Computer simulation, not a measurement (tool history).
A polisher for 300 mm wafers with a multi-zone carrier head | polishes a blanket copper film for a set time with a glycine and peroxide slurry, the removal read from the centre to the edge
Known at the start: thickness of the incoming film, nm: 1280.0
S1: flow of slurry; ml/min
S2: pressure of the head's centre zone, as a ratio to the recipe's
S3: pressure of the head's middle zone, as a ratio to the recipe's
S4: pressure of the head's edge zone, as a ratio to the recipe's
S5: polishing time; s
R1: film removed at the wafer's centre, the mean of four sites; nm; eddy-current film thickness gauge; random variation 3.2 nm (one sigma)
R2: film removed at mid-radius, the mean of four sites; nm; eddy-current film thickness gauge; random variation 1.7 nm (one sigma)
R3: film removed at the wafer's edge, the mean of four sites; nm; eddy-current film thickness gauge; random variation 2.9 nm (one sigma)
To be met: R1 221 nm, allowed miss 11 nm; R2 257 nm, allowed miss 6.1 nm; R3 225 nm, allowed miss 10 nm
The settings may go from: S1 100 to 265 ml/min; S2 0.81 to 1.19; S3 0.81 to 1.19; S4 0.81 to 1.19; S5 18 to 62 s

run	hour	S1	S2	S3	S4	S5	R1	R2	R3
1	0	170	1	1	1	40	203.97	214.63	205.34
2	2.1	185	1	1.03	1.01	40	212.39	220.33	210.41
3	3.6	170	1	1.03	1.01	40	206.88	217.41	204.84
4	4.9	185	0.98	1.06	1.01	40	201.44	226.56	205.5
5	8.2	185	1.06	1.06	1.01	40	217.05	227.28	208.49
6	15.7	195	1.05	1.08	1.03	40	215.33	229.51	208.12
7	21.7	200	1.04	1.09	1.04	41	230.71	243.29	215.77
8	26.6	200	1.01	1.09	1.05	41	213.19	239.73	217.99
9	35.2	210	1.01	1.1	1.05	41	215.96	244.03	223.61
10	38.9	215	1.01	1.11	1.05	41	222.41	246.77	223.85
11	45.5	215	1.01	1.12	1.05	41	220.22	247.08	223.75

5 next moves are on the table. One of them brings every result within its allowed miss. Which?
A	52.1	265	1	1	0.97	41	?	?	?
B	52.1	215	0.92	1.17	0.95	43	?	?	?
C	52.1	190	0.95	1.05	1.09	41	?	?	?
D	52.1	210	0.94	1.09	1.13	41	?	?	?
E	52.1	205	0.93	1.1	1	43	?	?	?

move	R1	R2	R3
A	226.32	230.19	221.05
B	217.63	268.89	224.46
C	207.58	229.2	226
D	209.72	240.33	232.73
E	217.46	253.18	229.04
A: further off than the last run
B: takes the result that was furthest off past its target
C: further off than the last run
D: further off than the last run
E: meets every target
The right move is E.
